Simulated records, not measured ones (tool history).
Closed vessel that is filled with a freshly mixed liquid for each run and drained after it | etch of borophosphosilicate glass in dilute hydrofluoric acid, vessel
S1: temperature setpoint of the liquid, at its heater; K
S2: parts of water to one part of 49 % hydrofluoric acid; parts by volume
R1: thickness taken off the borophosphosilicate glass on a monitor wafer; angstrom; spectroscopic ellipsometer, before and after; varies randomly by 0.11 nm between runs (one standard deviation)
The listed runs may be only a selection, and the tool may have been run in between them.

Run 1, hour 0.0: S1 298.15 K, S2 140 parts by volume, time in the liquid (s) 140. Result: R1 474.53 angstrom.
Run 2, hour 4.2: S1 298.15 K, S2 140 parts by volume, time in the liquid (s) 140. Result: R1 476.69 angstrom.
Run 3, hour 11.4: S1 298.15 K, S2 140 parts by volume, time in the liquid (s) 150. Result: R1 508.34 angstrom.
Run 4, hour 15.3: S1 298.15 K, S2 140 parts by volume, time in the liquid (s) 140. Result: R1 478.23 angstrom.
Run 5, hour 18.6: S1 299.65 K, S2 140 parts by volume, time in the liquid (s) 140. Result: R1 501.85 angstrom.
Run 6, hour 19.4: S1 297.65 K, S2 140 parts by volume, time in the liquid (s) 140. Result: R1 467.27 angstrom.
Run 7, hour 23.5: S1 296.15 K, S2 140 parts by volume, time in the liquid (s) 140. Result: R1 440.81 angstrom.
Run 8, hour 24.9: S1 295.15 K, S2 140 parts by volume, time in the liquid (s) 140. Result: R1 423.33 angstrom.
Run 9, hour 31.8: S1 294.15 K, S2 140 parts by volume, time in the liquid (s) 140. Result: R1 408.51 angstrom.
Run 10, hour 38.7: S1 293.65 K, S2 140 parts by volume, time in the liquid (s) 140. Result: R1 400.87 angstrom.
Run 11, hour 39.3: S1 293.15 K, S2 140 parts by volume, time in the liquid (s) 140. Result: R1 393.44 angstrom.

Predict the results of run 12:
Run 12, hour 40.1: S1 292.65 K, S2 140 parts by volume, time in the liquid (s) 140. Result: R1 ?.

R1: 385.61 angstrom

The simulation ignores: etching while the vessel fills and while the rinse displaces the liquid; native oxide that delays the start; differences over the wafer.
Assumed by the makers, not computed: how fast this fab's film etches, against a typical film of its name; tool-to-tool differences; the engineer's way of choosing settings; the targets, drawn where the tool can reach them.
